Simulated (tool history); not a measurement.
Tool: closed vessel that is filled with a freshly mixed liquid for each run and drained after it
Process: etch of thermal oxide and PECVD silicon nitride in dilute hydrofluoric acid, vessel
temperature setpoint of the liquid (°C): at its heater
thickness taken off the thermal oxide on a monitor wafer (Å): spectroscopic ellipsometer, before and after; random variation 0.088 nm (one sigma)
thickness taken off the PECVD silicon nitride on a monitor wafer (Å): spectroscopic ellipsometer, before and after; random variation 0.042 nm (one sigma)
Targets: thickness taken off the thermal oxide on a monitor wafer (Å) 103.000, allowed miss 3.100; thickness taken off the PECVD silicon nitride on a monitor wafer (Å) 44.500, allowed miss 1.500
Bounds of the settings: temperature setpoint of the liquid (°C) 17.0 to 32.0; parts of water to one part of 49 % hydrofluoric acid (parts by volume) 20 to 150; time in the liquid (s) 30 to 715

| run | day | temperature setpoint of the liquid (°C) | parts of water to one part of 49 % hydrofluoric acid (parts by volume) | time in the liquid (s) | thickness taken off the thermal oxide on a monitor wafer (Å) | thickness taken off the PECVD silicon nitride on a monitor wafer (Å) |
|---|---|---|---|---|---|---|
| 1 | 0.000 | 24.0 | 85 | 365 | 205.980 | 98.585 |
| 2 | 0.233 | 24.0 | 105 | 365 | 163.640 | 81.644 |
| 3 | 0.517 | 23.5 | 105 | 365 | 160.620 | 78.060 |
| 4 | 0.700 | 26.0 | 105 | 365 | 174.560 | 92.898 |
| 5 | 1.004 | 25.5 | 105 | 365 | 170.100 | 88.577 |
| 6 | 1.300 | 25.5 | 105 | 290 | 137.390 | 71.141 |
| 7 | 1.425 | 21.5 | 105 | 290 | 117.390 | 54.521 |
| 8 | 1.588 | 21.0 | 105 | 290 | 114.960 | 52.203 |
| 9 | 1.696 | 20.0 | 105 | 290 | 109.440 | 49.208 |

Which of these 5 next moves meets every target?
| A | 1.804 | 19.5 | 90 | 235 | ? | ? |
| B | 1.804 | 21.0 | 130 | 335 | ? | ? |
| C | 1.804 | 22.5 | 150 | 345 | ? | ? |
| D | 1.804 | 21.5 | 125 | 315 | ? | ? |
| E | 1.804 | 21.0 | 115 | 290 | ? | ? |

| move | thickness taken off the thermal oxide on a monitor wafer (Å) | thickness taken off the PECVD silicon nitride on a monitor wafer (Å) |
|---|---|---|
| A | 103.240 | 43.777 |
| B | 103.810 | 48.340 |
| C | 96.272 | 47.845 |
| D | 104.140 | 48.843 |
| E | 103.240 | 47.160 |
A: meets every target
B: nearer than the last run, and not there yet
C: nearer than the last run, and not there yet
D: nearer than the last run, and not there yet
E: nearer than the last run, and not there yet
Answer: A
